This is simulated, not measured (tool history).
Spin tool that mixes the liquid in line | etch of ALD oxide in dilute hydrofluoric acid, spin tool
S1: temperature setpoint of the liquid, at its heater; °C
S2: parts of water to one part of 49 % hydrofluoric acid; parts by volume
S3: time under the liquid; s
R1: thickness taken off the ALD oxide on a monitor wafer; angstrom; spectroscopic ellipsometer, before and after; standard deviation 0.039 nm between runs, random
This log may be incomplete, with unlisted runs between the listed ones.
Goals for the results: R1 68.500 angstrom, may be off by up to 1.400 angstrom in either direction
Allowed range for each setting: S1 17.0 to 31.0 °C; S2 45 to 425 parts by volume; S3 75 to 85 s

run,day,S1,S2,S3,R1
1,0.000,23.0,235,75,78.396
2,0.292,21.0,235,75,72.629
3,0.621,20.5,235,75,70.508
4,0.792,23.0,235,75,78.050
5,0.917,22.0,235,75,74.051
# day 1.162: thermometer replaced
6,1.162,21.5,235,75,79.290
7,1.271,20.5,240,75,74.561
8,1.608,20.0,245,75,70.988

Next run, 4 choices. One meets every target within its allowed miss, the rest don't. Which?
A,1.946,20.5,275,85,?
B,1.946,20.5,270,85,?
C,1.946,25.0,290,75,?
D,1.946,18.5,230,75,?

move,R1
A,71.470
B,73.131
C,69.197
D,72.884
A: its largest miss is bigger than the last run's
B: its largest miss is bigger than the last run's
C: every result lands within tolerance
D: its largest miss is bigger than the last run's
The right move is C.

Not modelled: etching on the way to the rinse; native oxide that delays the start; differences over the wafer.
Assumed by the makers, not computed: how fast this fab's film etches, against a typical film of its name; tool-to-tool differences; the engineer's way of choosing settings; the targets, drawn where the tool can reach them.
